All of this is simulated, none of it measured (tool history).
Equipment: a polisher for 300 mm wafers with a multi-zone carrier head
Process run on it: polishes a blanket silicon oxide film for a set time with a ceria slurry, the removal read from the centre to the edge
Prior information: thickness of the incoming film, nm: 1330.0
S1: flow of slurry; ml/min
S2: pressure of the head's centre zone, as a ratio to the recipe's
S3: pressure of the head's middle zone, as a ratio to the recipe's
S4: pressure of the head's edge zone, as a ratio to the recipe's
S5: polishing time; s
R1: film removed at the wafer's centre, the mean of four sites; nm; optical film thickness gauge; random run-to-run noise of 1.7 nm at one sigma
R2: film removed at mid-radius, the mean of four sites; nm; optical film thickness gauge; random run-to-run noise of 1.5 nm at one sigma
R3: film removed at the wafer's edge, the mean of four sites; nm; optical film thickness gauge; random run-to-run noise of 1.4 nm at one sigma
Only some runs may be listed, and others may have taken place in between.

run    day   S1    S2    S3    S4  S5      R1      R2      R3
  1      0  290     1     1     1  40  241.43  230.21  236.04
  2  0.288  280     1  0.97  0.95  39  231.66  218.56  221.96
  3  0.458  270     1  0.94  0.91  39  228.17  217.19  219.16
  4  0.667  265  1.01  0.91  0.89  38  225.34  206.95  214.47
  5  0.729  265  1.01  0.99  0.89  38  223.11  216.32  211.35
  6  0.842  260  1.02  0.96  0.88  37  222.28  204.45   205.2

Expected results for the next run?
  7  1.067  250  1.02  0.95  0.87  37   ?   ?   ?

R1: 216.84 nm
R2: 203.15 nm
R3: 205.09 nm

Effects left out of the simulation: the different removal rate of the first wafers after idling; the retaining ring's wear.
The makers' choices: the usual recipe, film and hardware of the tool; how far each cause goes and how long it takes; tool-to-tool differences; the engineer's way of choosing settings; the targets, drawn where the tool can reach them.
